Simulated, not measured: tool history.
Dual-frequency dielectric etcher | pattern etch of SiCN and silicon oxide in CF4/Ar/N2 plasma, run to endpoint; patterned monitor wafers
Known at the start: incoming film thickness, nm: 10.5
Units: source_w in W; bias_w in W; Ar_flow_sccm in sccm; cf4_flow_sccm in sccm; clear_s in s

run	day	source_w	bias_w	Ar_flow_sccm	cf4_flow_sccm	clear_s
1	0.000	420	84	92	74	11.680
2	0.258	380	83	92	74	12.788
3	0.450	380	83	81	74	12.588
4	0.658	440	83	81	74	11.034
5	1.012	400	82	81	74	12.077
6	1.338	400	82	96	74	12.290

Forecast run 7:
7	1.646	370	81	96	74	?

{"run 7": {"clear_s": 13.214}}
